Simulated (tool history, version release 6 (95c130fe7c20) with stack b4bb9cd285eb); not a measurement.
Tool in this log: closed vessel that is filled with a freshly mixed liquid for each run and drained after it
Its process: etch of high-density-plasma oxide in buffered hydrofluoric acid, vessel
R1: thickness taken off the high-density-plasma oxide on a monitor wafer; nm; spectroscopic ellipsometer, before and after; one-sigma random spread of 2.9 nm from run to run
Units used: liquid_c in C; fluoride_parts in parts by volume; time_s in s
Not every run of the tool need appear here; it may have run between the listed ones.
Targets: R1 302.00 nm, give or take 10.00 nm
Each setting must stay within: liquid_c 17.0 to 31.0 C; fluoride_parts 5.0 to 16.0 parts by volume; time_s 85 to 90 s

run 1 hour=0.0 | liquid_c=23.0 fluoride_parts=9.5 time_s=85 | R1=204.55
run 2 hour=4.2 | liquid_c=20.5 fluoride_parts=9.5 time_s=85 | R1=178.46
run 3 hour=8.6 | liquid_c=18.0 fluoride_parts=9.5 time_s=85 | R1=156.00
run 4 hour=16.9 | liquid_c=18.0 fluoride_parts=8.0 time_s=85 | R1=181.77
run 5 hour=20.5 | liquid_c=18.0 fluoride_parts=8.0 time_s=90 | R1=190.94
run 6 hour=27.4 | liquid_c=19.5 fluoride_parts=8.0 time_s=90 | R1=209.75
run 7 hour=31.6 | liquid_c=21.0 fluoride_parts=8.0 time_s=90 | R1=229.59
run 8 hour=40.9 | liquid_c=25.0 fluoride_parts=8.0 time_s=90 | R1=283.40

Consider the 4 candidate settings below. Which is the only one whose results all fall within their allowed miss of target?
run A hour=50.2 | liquid_c=22.5 fluoride_parts=7.0 time_s=90 | R1=?
run B hour=50.2 | liquid_c=25.5 fluoride_parts=8.0 time_s=85 | R1=?
run C hour=50.2 | liquid_c=24.5 fluoride_parts=7.0 time_s=85 | R1=?
run D hour=50.2 | liquid_c=25.0 fluoride_parts=7.5 time_s=85 | R1=?

move=A R1=281.21
move=B R1=270.72
move=C R1=296.25
move=D R1=282.55
A: moves away from the targets compared with the last run
B: moves away from the targets compared with the last run
C: hits every target within its allowed miss
D: about as far from the targets as the last run
C meets every target.
